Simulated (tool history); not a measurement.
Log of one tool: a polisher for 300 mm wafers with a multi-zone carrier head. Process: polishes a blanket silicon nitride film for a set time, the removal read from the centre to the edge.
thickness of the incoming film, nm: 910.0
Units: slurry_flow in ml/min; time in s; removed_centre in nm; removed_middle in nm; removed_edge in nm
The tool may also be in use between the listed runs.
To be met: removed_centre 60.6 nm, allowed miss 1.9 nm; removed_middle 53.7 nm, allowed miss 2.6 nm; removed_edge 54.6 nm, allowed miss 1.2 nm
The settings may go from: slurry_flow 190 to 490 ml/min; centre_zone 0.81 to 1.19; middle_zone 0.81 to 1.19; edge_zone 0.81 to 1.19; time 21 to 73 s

run,hour,slurry_flow,centre_zone,middle_zone,edge_zone,time,removed_centre,removed_middle,removed_edge
1,0,315,1,1,1,47,94.572,99.365,99.653
2,2.5,315,1.07,1,1,47,100.9,102.4,99.032
3,7.7,315,1.08,0.96,0.96,40,83.839,83.778,81.979
4,11.1,315,1.08,0.96,0.96,46,100.09,94.893,95.107
5,14.8,315,1.08,0.96,0.89,46,98.852,93.372,91.15
# hour 23.7: slurry nozzle cleaned
6,23.7,310,1.09,0.93,0.87,40,88.921,82.763,81.379
7,32.3,305,1.1,0.9,0.86,34,77.152,68.338,68.952
8,33.9,300,1.09,0.89,0.85,31,68.945,64.272,62.794
9,42.5,290,1.09,0.87,0.84,30,67.072,59.065,59.846
10,50.7,290,1.09,0.87,0.84,30,66.968,60.097,59.444
11,57.3,265,1.08,0.85,0.84,30,66.773,58.916,59.166
12,65.9,260,1.07,0.84,0.84,29,62.923,57.342,56.722
13,73.9,260,1.07,0.83,0.85,29,63.026,53.912,57.631
14,80.1,245,1.06,0.83,0.84,29,62.646,57.188,57.187
15,84.4,245,1.06,0.82,0.84,29,62.105,55.81,56.839

Which of these 5 next moves meets every target?
A,88.7,255,1.06,0.82,0.81,28,?,?,?
B,88.7,200,1.17,0.92,0.81,28,?,?,?
C,88.7,280,0.96,0.85,0.82,28,?,?,?
D,88.7,195,1.06,0.81,0.81,31,?,?,?
E,88.7,230,0.99,0.81,0.92,29,?,?,?

move,removed_centre,removed_middle,removed_edge
A,60.478,52.777,54.488
B,63.576,55.079,53.264
C,56.413,54.501,55.165
D,64.593,56.16,58.892
E,58.493,53.641,59.248
A: meets every target
B: takes the result that was furthest off past its target
C: brings the result that was furthest off to its target, and leaves another outside
D: further off than the last run
E: further off than the last run
Move A is the one to make.
